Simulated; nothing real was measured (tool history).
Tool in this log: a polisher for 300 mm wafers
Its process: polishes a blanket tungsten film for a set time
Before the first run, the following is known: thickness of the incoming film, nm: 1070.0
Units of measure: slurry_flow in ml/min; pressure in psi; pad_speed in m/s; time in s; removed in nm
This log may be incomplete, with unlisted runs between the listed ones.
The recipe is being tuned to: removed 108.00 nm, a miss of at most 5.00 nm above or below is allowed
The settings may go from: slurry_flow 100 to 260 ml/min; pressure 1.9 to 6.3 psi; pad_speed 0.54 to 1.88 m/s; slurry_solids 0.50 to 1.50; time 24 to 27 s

run 1 hour=0.0 | slurry_flow=165 pressure=4.1 pad_speed=1.20 slurry_solids=1.00 time=27 | removed=135.37
run 2 hour=7.4 | slurry_flow=165 pressure=3.9 pad_speed=1.20 slurry_solids=1.00 time=27 | removed=130.29
run 3 hour=15.8 | slurry_flow=165 pressure=3.7 pad_speed=1.20 slurry_solids=1.00 time=27 | removed=120.99
run 4 hour=21.4 | slurry_flow=165 pressure=3.7 pad_speed=1.20 slurry_solids=0.80 time=27 | removed=117.80
run 5 hour=27.6 | slurry_flow=165 pressure=3.7 pad_speed=1.40 slurry_solids=0.80 time=27 | removed=135.13
run 6 hour=36.4 | slurry_flow=165 pressure=3.7 pad_speed=1.40 slurry_solids=0.95 time=27 | removed=141.32
run 7 hour=40.8 | slurry_flow=165 pressure=3.5 pad_speed=1.40 slurry_solids=0.95 time=27 | removed=133.46
run 8 hour=44.8 | slurry_flow=165 pressure=3.3 pad_speed=1.40 slurry_solids=0.95 time=27 | removed=124.57
run 9 hour=46.8 | slurry_flow=165 pressure=3.2 pad_speed=1.40 slurry_solids=0.95 time=27 | removed=124.83
run 10 hour=54.4 | slurry_flow=165 pressure=3.1 pad_speed=1.40 slurry_solids=0.95 time=27 | removed=119.36
run 11 hour=56.5 | slurry_flow=165 pressure=3.0 pad_speed=1.40 slurry_solids=0.95 time=27 | removed=115.36

Exercise: of the 5 proposed moves below, exactly one satisfies all targets within the stated allowed misses. Which move is it?
run A hour=58.6 | slurry_flow=150 pressure=3.4 pad_speed=1.36 slurry_solids=0.85 time=27 | removed=?
run B hour=58.6 | slurry_flow=180 pressure=3.5 pad_speed=1.48 slurry_solids=1.00 time=24 | removed=?
run C hour=58.6 | slurry_flow=125 pressure=3.2 pad_speed=1.54 slurry_solids=0.85 time=27 | removed=?
run D hour=58.6 | slurry_flow=185 pressure=2.7 pad_speed=1.58 slurry_solids=0.85 time=27 | removed=?
run E hour=58.6 | slurry_flow=100 pressure=3.1 pad_speed=1.42 slurry_solids=1.05 time=27 | removed=?

move=A removed=121.69
move=B removed=128.52
move=C removed=124.63
move=D removed=117.03
move=E removed=109.38
A: its largest miss is bigger than the last run's
B: its largest miss is bigger than the last run's
C: its largest miss is bigger than the last run's
D: its largest miss is bigger than the last run's
E: every result lands within tolerance
Correct choice: E, which meets every target
